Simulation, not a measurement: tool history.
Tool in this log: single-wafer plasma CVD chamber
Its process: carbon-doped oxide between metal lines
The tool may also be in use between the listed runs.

| run | hour | heater temperature setpoint (deg C) | chamber pressure (Pa) | RF power (kW) | deposition time (s) | mean film thickness on the monitor wafer (nm) |
|---|---|---|---|---|---|---|
| 1 | 0.0 | 340 | 932 | 0.445 | 9.9 | 47.347 |
| 2 | 1.0 | 344 | 907 | 0.415 | 9.9 | 43.744 |
| 3 | 5.4 | 349 | 876 | 0.410 | 9.9 | 42.181 |
| 4 | 11.2 | 352 | 856 | 0.410 | 9.9 | 41.721 |
| 5 | 18.4 | 352 | 771 | 0.410 | 9.9 | 40.774 |
| 6 | 23.3 | 352 | 771 | 0.450 | 9.9 | 44.910 |
| 7 | 28.6 | 354 | 735 | 0.435 | 9.9 | 42.678 |

The next listed run, before its measurement:
| 8 | 34.1 | 356 | 699 | 0.430 | 9.9 | ? |

Run 8 measured mean film thickness on the monitor wafer (nm) 41.374.
